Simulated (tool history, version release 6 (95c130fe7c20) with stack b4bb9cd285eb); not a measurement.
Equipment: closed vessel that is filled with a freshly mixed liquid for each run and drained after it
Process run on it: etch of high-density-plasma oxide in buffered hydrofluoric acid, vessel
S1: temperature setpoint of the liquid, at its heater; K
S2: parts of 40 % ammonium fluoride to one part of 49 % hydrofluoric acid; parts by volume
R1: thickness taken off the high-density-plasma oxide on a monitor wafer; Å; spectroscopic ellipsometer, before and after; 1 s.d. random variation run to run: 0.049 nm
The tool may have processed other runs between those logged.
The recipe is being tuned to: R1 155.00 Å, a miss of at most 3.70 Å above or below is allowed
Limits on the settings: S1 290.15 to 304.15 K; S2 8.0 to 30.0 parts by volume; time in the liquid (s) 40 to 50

run 1 hour=0.0 | S1=296.15 S2=22.5 time_in_the_liquid_(s)=50 | R1=282.18
run 2 hour=6.9 | S1=295.15 S2=24.0 time_in_the_liquid_(s)=50 | R1=253.73
run 3 hour=14.3 | S1=293.15 S2=24.0 time_in_the_liquid_(s)=50 | R1=228.46
run 4 hour=15.4 | S1=292.65 S2=25.0 time_in_the_liquid_(s)=50 | R1=217.32
run 5 hour=16.7 | S1=294.65 S2=25.0 time_in_the_liquid_(s)=50 | R1=239.82
run 6 hour=18.0 | S1=293.65 S2=26.0 time_in_the_liquid_(s)=50 | R1=221.86
run 7 hour=22.0 | S1=293.15 S2=27.0 time_in_the_liquid_(s)=50 | R1=209.62
run 8 hour=24.2 | S1=293.15 S2=27.0 time_in_the_liquid_(s)=50 | R1=210.56
run 9 hour=26.4 | S1=292.65 S2=27.5 time_in_the_liquid_(s)=50 | R1=200.85
run 10 hour=34.6 | S1=292.15 S2=28.0 time_in_the_liquid_(s)=50 | R1=194.27
run 11 hour=36.4 | S1=290.15 S2=30.0 time_in_the_liquid_(s)=45 | R1=148.04
-- hour=42.4 hydrofluoric acid flow meter replaced
run 12 hour=42.4 | S1=290.65 S2=30.0 time_in_the_liquid_(s)=45 | R1=145.03

Exactly one of the 5 candidate moves below puts every result within its allowed miss. Which one?
run A hour=48.4 | S1=290.15 S2=29.5 time_in_the_liquid_(s)=45 | R1=?
run B hour=48.4 | S1=290.15 S2=23.5 time_in_the_liquid_(s)=40 | R1=?
run C hour=48.4 | S1=290.65 S2=29.5 time_in_the_liquid_(s)=45 | R1=?
run D hour=48.4 | S1=290.15 S2=28.0 time_in_the_liquid_(s)=45 | R1=?
run E hour=48.4 | S1=291.65 S2=30.0 time_in_the_liquid_(s)=45 | R1=?

move=A R1=143.08
move=B R1=148.89
move=C R1=147.24
move=D R1=148.35
move=E R1=154.08
A: further off than the last run
B: gains on the last run, yet a result remains outside its allowed miss
C: gains on the last run, yet a result remains outside its allowed miss
D: gains on the last run, yet a result remains outside its allowed miss
E: every result lands within tolerance
Answer: E
